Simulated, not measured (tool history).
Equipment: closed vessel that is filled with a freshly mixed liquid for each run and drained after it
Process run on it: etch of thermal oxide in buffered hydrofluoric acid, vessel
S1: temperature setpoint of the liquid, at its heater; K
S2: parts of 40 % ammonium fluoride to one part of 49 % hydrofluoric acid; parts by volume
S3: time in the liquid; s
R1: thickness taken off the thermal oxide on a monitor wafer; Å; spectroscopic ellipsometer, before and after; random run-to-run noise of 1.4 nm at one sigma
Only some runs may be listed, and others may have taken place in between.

{"run": 1, "hour": 0.0, "S1": 297.15, "S2": 18.5, "S3": 120, "R1": 833.78}
{"run": 2, "hour": 7.2, "S1": 297.15, "S2": 18.5, "S3": 120, "R1": 829.16}
{"run": 3, "hour": 8.0, "S1": 299.15, "S2": 16.5, "S3": 120, "R1": 1041.6}
{"run": 4, "hour": 10.2, "S1": 297.15, "S2": 16.5, "S3": 120, "R1": 924.7}
{"run": 5, "hour": 16.0, "S1": 297.15, "S2": 16.5, "S3": 120, "R1": 926.63}
{"run": 6, "hour": 16.7, "S1": 297.15, "S2": 16.5, "S3": 130, "R1": 1004.0}
{"run": 7, "hour": 24.9, "S1": 299.15, "S2": 16.0, "S3": 130, "R1": 1155.1}

Forecast run 8:
{"run": 8, "hour": 33.1, "S1": 303.15, "S2": 13.0, "S3": 130, "R1": "?"}

R1: 1739.70 Å

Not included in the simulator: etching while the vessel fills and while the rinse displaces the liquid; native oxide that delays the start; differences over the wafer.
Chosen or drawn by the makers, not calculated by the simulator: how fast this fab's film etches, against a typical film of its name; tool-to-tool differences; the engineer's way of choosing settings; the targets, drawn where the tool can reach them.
